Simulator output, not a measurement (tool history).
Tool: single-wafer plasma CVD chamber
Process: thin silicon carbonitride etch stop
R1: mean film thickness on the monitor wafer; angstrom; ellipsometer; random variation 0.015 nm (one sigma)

run 1 hour=0.0 | RF_power_(kW)=0.210 deposition_time_(s)=7.05 | R1=40.003
run 2 hour=7.2 | RF_power_(kW)=0.195 deposition_time_(s)=6.76 | R1=37.434
run 3 hour=11.9 | RF_power_(kW)=0.165 deposition_time_(s)=6.76 | R1=35.936
run 4 hour=12.5 | RF_power_(kW)=0.145 deposition_time_(s)=6.76 | R1=34.600
run 5 hour=15.4 | RF_power_(kW)=0.145 deposition_time_(s)=6.76 | R1=34.630
run 6 hour=16.6 | RF_power_(kW)=0.175 deposition_time_(s)=6.76 | R1=36.210
run 7 hour=22.3 | RF_power_(kW)=0.170 deposition_time_(s)=6.63 | R1=35.514

Forecast run 8:
run 8 hour=24.4 | RF_power_(kW)=0.150 deposition_time_(s)=6.12 | R1=?

Run 8 gave R1 31.538 angstrom.

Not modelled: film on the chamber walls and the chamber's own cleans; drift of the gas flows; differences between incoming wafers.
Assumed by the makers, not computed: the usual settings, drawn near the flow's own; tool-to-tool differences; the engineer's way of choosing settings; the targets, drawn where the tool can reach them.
